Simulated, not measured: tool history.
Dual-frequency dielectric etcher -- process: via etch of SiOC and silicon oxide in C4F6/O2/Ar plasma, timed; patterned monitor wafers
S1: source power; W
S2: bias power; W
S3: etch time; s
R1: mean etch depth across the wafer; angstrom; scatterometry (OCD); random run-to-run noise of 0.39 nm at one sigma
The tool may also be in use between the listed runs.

run    day   S1   S2    S3      R1
  1      0  350  180  84.5   927.3
  2  0.338  320  180  84.5  901.71
  3  0.362  360  180  84.5   936.5
  4  0.729  360  193  84.5  961.03
  5  0.988  330  189  84.5  915.98
  6  1.183  280  189  84.5  866.03

Forecast run 7:
  7  1.279  270  188  84.5   ?

For run 7 the tool returned R1 855.54 angstrom.
